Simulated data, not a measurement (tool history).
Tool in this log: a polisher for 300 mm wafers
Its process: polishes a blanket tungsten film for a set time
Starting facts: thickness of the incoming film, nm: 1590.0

run	hour	flow of slurry (ml/min)	pressure of the wafer on the pad (psi)	speed of the pad under the wafer (cm/s)	abrasive content of the slurry	polishing time (s)	film removed (angstrom)
1	0.0	320	3.3	108	1.00	92	4131.9
2	3.9	320	3.3	108	0.90	92	3900.0
3	7.8	320	3.4	108	0.90	92	4108.0
4	11.5	320	3.4	108	1.05	92	4251.8
5	13.1	320	3.5	108	1.05	92	4396.0
6	21.5	320	3.6	108	1.05	92	4557.6
7	28.4	320	3.7	108	1.05	92	4617.0
8	37.4	320	3.8	108	1.05	92	4537.5
9	45.5	320	3.9	108	1.05	92	4746.3
10	50.0	320	4.0	108	1.05	92	4897.3

Run 11 is up next; what results do you expect?
11	55.8	320	4.1	108	1.05	92	?

Run 11 gave film removed (angstrom) 4943.0.
